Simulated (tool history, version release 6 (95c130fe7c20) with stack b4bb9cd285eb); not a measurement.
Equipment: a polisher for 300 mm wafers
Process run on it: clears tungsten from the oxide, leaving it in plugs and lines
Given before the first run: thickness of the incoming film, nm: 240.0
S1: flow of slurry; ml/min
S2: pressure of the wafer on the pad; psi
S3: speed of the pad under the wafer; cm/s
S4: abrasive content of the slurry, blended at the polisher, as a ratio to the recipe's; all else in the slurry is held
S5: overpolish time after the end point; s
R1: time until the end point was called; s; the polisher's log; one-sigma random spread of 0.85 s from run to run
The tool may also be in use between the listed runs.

run,hour,S1,S2,S3,S4,S5,R1
1,0,255,3.4,142,1,4,43.037
2,3.5,255,3.1,142,1,4,45.271
3,10.3,255,2.9,138,1,4,49.438
4,12.2,255,2.7,136,1,4,52.524
5,16,255,2.5,134,1,4,56.856
6,20,255,2.3,134,1,4,61.165
7,28.5,255,2.2,134,1,4,63.532

The next listed run, before its measurement:
8,35.2,255,1.5,132,1,4,?

Run 8 came out at R1 86.167 s.
